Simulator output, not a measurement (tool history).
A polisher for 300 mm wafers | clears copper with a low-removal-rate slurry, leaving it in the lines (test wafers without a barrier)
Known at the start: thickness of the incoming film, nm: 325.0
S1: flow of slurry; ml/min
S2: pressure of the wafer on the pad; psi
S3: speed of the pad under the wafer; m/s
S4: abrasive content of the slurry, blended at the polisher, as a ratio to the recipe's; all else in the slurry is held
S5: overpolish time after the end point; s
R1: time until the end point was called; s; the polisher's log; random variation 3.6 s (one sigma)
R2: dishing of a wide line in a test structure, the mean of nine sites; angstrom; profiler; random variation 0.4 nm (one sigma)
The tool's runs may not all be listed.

run,hour,S1,S2,S3,S4,S5,R1,R2
1,0,285,2.2,1.18,1,17,100.7,334.89
2,1.8,285,2,1.1,1,17,117.06,277.13
3,10.3,285,2,1.3,1,17,98.217,323.51
4,19,285,2,1.3,1.15,17,95.846,331.15
5,22.2,340,2,1.3,1.15,17,94.604,326.02
6,26.7,335,1.8,1.18,1.15,18,111.56,288.62
7,31.4,330,1.7,1.08,1.1,19,131.34,276.27
8,38.8,330,1.6,1,1.1,19,152.58,245.79
9,45,330,1.5,0.96,1.1,19,165.98,230.06

Run 10 comes next. What will it give?
10,51.6,330,1.4,0.92,1.1,19,?,?

{"run 10": {"R1": 177.29, "R2": 202.44}}

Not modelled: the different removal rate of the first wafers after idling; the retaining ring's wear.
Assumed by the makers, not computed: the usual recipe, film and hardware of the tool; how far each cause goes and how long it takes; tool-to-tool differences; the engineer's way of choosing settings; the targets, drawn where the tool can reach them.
